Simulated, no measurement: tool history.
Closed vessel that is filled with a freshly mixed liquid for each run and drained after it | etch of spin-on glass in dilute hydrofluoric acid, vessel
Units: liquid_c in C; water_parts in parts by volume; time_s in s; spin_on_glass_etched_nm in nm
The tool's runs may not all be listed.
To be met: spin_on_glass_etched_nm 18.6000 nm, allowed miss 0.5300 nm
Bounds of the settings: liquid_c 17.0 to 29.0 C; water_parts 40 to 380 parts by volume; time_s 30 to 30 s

| run | day | liquid_c | water_parts | time_s | spin_on_glass_etched_nm |
|---|---|---|---|---|---|
| 1 | 0.000 | 21.0 | 210 | 30 | 4.6591 |
| 2 | 0.154 | 21.0 | 240 | 30 | 3.9704 |
| 3 | 0.200 | 21.0 | 295 | 30 | 3.0586 |
| 4 | 0.571 | 23.5 | 210 | 30 | 5.2157 |
| 5 | 0.917 | 22.0 | 210 | 30 | 4.8921 |
| 6 | 1.167 | 22.0 | 235 | 30 | 4.2491 |
| 7 | 1.546 | 26.0 | 150 | 30 | 8.5096 |
| 8 | 1.738 | 27.0 | 115 | 30 | 12.0630 |
| 9 | 2.100 | 27.5 | 100 | 30 | 14.2490 |
| 10 | 2.400 | 28.0 | 90 | 30 | 16.3410 |
| 11 | 2.700 | 28.5 | 85 | 30 | 17.8720 |

5 next moves are on the table. One of them brings every result within its allowed miss. Which?
| A | 3.000 | 24.5 | 75 | 30 | ? |
| B | 3.000 | 27.5 | 85 | 30 | ? |
| C | 3.000 | 29.0 | 90 | 30 | ? |
| D | 3.000 | 24.0 | 70 | 30 | ? |
| E | 3.000 | 21.0 | 65 | 30 | ? |

| move | spin_on_glass_etched_nm |
|---|---|
| A | 17.3480 |
| B | 17.0060 |
| C | 16.8990 |
| D | 18.3340 |
| E | 17.5630 |
A: further off than the last run
B: further off than the last run
C: further off than the last run
D: meets every target
E: further off than the last run
Move D is the one to make.
